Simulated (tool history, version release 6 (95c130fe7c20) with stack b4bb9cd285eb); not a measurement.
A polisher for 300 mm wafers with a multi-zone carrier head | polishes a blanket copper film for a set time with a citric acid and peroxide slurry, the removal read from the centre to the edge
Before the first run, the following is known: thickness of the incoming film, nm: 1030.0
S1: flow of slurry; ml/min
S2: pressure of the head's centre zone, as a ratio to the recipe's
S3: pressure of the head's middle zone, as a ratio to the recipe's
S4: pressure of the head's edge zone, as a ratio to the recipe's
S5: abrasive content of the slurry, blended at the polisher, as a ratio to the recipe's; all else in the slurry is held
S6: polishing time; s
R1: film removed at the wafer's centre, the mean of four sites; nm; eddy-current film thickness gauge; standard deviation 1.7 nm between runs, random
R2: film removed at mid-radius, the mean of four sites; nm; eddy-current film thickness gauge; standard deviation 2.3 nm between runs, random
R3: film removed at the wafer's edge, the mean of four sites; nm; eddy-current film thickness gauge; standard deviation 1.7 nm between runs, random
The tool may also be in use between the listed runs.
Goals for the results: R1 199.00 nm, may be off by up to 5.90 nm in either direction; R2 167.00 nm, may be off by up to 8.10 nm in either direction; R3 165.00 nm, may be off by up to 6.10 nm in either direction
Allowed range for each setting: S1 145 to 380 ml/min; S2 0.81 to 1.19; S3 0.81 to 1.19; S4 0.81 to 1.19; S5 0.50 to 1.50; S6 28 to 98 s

Run 1, day 0.000: S1 245 ml/min, S2 1.00, S3 1.00, S4 1.00, S5 1.00, S6 63 s. Result: R1 232.09 nm, R2 236.74 nm, R3 220.31 nm.
Run 2, day 0.138: S1 245 ml/min, S2 1.00, S3 0.92, S4 1.00, S5 1.00, S6 63 s. Result: R1 231.87 nm, R2 215.19 nm, R3 226.94 nm.
Run 3, day 0.500: S1 245 ml/min, S2 1.02, S3 0.92, S4 0.97, S5 0.90, S6 61 s. Result: R1 225.57 nm, R2 206.24 nm, R3 208.71 nm.
Run 4, day 0.796: S1 240 ml/min, S2 1.02, S3 0.90, S4 0.94, S5 0.80, S6 60 s. Result: R1 209.35 nm, R2 193.29 nm, R3 193.04 nm.
Run 5, day 1.075: S1 240 ml/min, S2 1.02, S3 0.90, S4 0.91, S5 0.80, S6 60 s. Result: R1 213.75 nm, R2 190.95 nm, R3 191.83 nm.
Run 6, day 1.388: S1 240 ml/min, S2 1.09, S3 0.90, S4 0.91, S5 0.80, S6 60 s. Result: R1 229.52 nm, R2 191.71 nm, R3 190.24 nm.
Run 7, day 1.733: S1 235 ml/min, S2 1.08, S3 0.89, S4 0.89, S5 0.75, S6 60 s. Result: R1 222.16 nm, R2 187.24 nm, R3 187.14 nm.
Run 8, day 1.983: S1 235 ml/min, S2 1.08, S3 0.88, S4 0.88, S5 0.70, S6 60 s. Result: R1 213.60 nm, R2 182.31 nm, R3 183.03 nm.

Consider the 5 candidate settings below. Which is the only one whose results all fall within their allowed miss of target?
Run A, day 2.233: S1 240 ml/min, S2 1.09, S3 1.09, S4 0.81, S5 0.75, S6 50 s. Result: R1 ?, R2 ?, R3 ?.
Run B, day 2.233: S1 225 ml/min, S2 1.08, S3 1.01, S4 0.84, S5 0.70, S6 55 s. Result: R1 ?, R2 ?, R3 ?.
Run C, day 2.233: S1 230 ml/min, S2 1.04, S3 1.09, S4 0.88, S5 0.60, S6 58 s. Result: R1 ?, R2 ?, R3 ?.
Run D, day 2.233: S1 255 ml/min, S2 1.07, S3 0.89, S4 0.85, S5 0.70, S6 55 s. Result: R1 ?, R2 ?, R3 ?.
Run E, day 2.233: S1 230 ml/min, S2 1.06, S3 1.05, S4 0.81, S5 0.70, S6 57 s. Result: R1 ?, R2 ?, R3 ?.

move      R1      R2      R3
   A  187.76  184.08  149.39
   B  199.15  185.09  163.26
   C  195.67  200.94  169.43
   D  200.89  169.56  166.44
   E  203.44  198.80  166.81
A: moves the result that the last run missed by most past its target, out the other side
B: the worst result of the last run now meets its target, but another is out of spec
C: the worst result of the last run now meets its target, but another is out of spec
D: hits every target within its allowed miss
E: the worst result of the last run now meets its target, but another is out of spec
Go with D: it meets all targets.
